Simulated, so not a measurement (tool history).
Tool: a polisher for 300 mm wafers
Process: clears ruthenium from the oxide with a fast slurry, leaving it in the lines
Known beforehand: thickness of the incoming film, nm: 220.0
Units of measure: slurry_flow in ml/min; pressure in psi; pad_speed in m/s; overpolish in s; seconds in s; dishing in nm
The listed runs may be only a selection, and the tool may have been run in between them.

run,hour,slurry_flow,pressure,pad_speed,slurry_solids,overpolish,seconds,dishing
1,0.0,305,2.8,0.92,1.00,16,67.791,41.455
2,7.0,305,2.7,0.92,1.00,15,70.805,39.439
3,14.2,305,2.6,0.92,1.00,14,74.407,34.462
4,17.1,305,2.5,0.92,1.00,13,75.014,32.169
5,23.1,305,2.5,0.92,0.85,13,81.442,31.014
6,25.4,370,2.5,0.92,0.85,13,83.999,30.033

Run 7 is up next; what results do you expect?
7,30.6,370,2.5,0.92,0.85,12,?,?

Run 7 yielded seconds 78.747 s, dishing 28.071 nm.

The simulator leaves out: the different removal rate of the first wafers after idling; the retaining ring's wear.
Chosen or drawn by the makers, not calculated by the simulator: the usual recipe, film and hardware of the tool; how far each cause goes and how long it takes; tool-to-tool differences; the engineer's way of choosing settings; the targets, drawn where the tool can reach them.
